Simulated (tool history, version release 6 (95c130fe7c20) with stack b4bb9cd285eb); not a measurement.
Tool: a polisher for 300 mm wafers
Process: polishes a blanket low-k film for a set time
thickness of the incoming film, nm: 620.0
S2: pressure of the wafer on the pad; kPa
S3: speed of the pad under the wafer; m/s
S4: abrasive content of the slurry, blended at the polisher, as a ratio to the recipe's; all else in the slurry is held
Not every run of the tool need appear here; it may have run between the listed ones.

{"run": 1, "hour": 0.0, "flow of slurry (ml/min)": 315, "S2": 8.3, "S3": 0.96, "S4": 1, "polishing time (s)": 28, "film removed (angstrom)": 84.774}
{"run": 2, "hour": 3.8, "flow of slurry (ml/min)": 315, "S2": 8.3, "S3": 0.84, "S4": 1, "polishing time (s)": 28, "film removed (angstrom)": 78.359}
{"run": 3, "hour": 6.4, "flow of slurry (ml/min)": 265, "S2": 8.3, "S3": 0.84, "S4": 1, "polishing time (s)": 28, "film removed (angstrom)": 75.567}
{"run": 4, "hour": 13.4, "flow of slurry (ml/min)": 265, "S2": 7.6, "S3": 0.82, "S4": 1, "polishing time (s)": 28, "film removed (angstrom)": 68.994}
{"run": 5, "hour": 14.4, "flow of slurry (ml/min)": 265, "S2": 6.9, "S3": 0.82, "S4": 1, "polishing time (s)": 28, "film removed (angstrom)": 62.934}
{"run": 6, "hour": 22.7, "flow of slurry (ml/min)": 265, "S2": 7.6, "S3": 0.82, "S4": 1, "polishing time (s)": 28, "film removed (angstrom)": 69.716}
{"run": 7, "hour": 23.8, "flow of slurry (ml/min)": 265, "S2": 6.9, "S3": 0.8, "S4": 1, "polishing time (s)": 28, "film removed (angstrom)": 64.008}

Estimate the outcome of run 8 from the log above:
{"run": 8, "hour": 28.2, "flow of slurry (ml/min)": 265, "S2": 6.2, "S3": 0.78, "S4": 1, "polishing time (s)": 28, "film removed (angstrom)": "?"}

For run 8 the tool returned film removed (angstrom) 54.937.

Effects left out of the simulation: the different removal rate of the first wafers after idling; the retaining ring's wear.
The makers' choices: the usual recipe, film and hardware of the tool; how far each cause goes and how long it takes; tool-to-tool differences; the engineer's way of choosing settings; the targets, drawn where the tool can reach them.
